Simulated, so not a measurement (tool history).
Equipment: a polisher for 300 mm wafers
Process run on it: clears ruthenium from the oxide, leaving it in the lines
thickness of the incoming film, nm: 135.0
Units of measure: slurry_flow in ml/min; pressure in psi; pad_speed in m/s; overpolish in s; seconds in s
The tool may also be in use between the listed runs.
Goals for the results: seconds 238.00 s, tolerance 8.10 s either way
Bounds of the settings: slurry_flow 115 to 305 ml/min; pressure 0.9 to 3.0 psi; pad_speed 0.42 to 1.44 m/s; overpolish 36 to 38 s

run 1 hour=0.0 | slurry_flow=195 pressure=1.9 pad_speed=0.92 overpolish=36 | seconds=151.58
run 2 hour=5.8 | slurry_flow=190 pressure=1.7 pad_speed=0.92 overpolish=36 | seconds=164.65
run 3 hour=13.0 | slurry_flow=190 pressure=1.7 pad_speed=0.92 overpolish=38 | seconds=165.96
run 4 hour=14.6 | slurry_flow=190 pressure=1.7 pad_speed=0.70 overpolish=38 | seconds=219.68
run 5 hour=19.8 | slurry_flow=210 pressure=1.7 pad_speed=0.70 overpolish=38 | seconds=211.87
run 6 hour=22.4 | slurry_flow=210 pressure=1.7 pad_speed=0.48 overpolish=38 | seconds=305.84
run 7 hour=25.7 | slurry_flow=215 pressure=1.8 pad_speed=0.48 overpolish=38 | seconds=284.03
-- hour=31.1 slurry nozzle cleaned
run 8 hour=31.1 | slurry_flow=220 pressure=1.9 pad_speed=0.48 overpolish=38 | seconds=263.47
run 9 hour=37.8 | slurry_flow=230 pressure=1.9 pad_speed=0.48 overpolish=38 | seconds=260.90

4 candidate next runs follow, results not yet known. Just one meets every target within its allowed miss. Identify it.
run A hour=44.5 | slurry_flow=140 pressure=1.8 pad_speed=0.60 overpolish=38 | seconds=?
run B hour=44.5 | slurry_flow=220 pressure=1.9 pad_speed=0.44 overpolish=36 | seconds=?
run C hour=44.5 | slurry_flow=280 pressure=1.7 pad_speed=0.44 overpolish=36 | seconds=?
run D hour=44.5 | slurry_flow=195 pressure=1.6 pad_speed=0.58 overpolish=38 | seconds=?

move=A seconds=232.03
move=B seconds=283.94
move=C seconds=301.71
move=D seconds=251.46
A: in spec on every target
B: its largest miss is bigger than the last run's
C: its largest miss is bigger than the last run's
D: moves toward the targets from the last run without getting all of them in spec
A is the move that brings every result within its allowed miss.

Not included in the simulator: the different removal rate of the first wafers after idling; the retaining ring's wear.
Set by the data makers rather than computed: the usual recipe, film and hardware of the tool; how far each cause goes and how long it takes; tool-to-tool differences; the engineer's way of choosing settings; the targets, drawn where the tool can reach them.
